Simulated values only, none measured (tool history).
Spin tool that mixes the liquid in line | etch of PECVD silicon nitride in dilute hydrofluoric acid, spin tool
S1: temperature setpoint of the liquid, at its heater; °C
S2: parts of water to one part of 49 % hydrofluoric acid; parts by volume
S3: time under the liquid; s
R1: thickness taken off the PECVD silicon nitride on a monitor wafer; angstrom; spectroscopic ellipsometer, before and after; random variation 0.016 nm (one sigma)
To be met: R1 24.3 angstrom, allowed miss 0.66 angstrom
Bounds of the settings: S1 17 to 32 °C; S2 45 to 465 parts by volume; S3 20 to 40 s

run  hour    S1   S2  S3      R1
  1     0    24  255  40   7.207
  2   5.7  26.5  200  40  10.853
  3  11.9  26.5  200  40   10.79
  4  20.2    28  170  40   13.83
  5  23.2    31  170  40  16.746
  6  31.3  31.5  150  40   19.36
  7  31.9  31.5  135  40  21.573
  8  32.5  31.5  130  40  22.402

5 next moves are on the table. One of them brings every result within its allowed miss. Which?
  A  33.1  30.5  120  40   ?
  B  33.1    30  125  40   ?
  C  33.1    32  140  40   ?
  D  33.1    30  110  40   ?
  E  33.1    32  115  40   ?

move      R1
   A  22.838
   B  21.247
   C  21.402
   D  24.173
   E  26.151
A: nearer than the last run, and not there yet
B: further off than the last run
C: further off than the last run
D: meets every target
E: takes the result that was furthest off past its target
Answer: D

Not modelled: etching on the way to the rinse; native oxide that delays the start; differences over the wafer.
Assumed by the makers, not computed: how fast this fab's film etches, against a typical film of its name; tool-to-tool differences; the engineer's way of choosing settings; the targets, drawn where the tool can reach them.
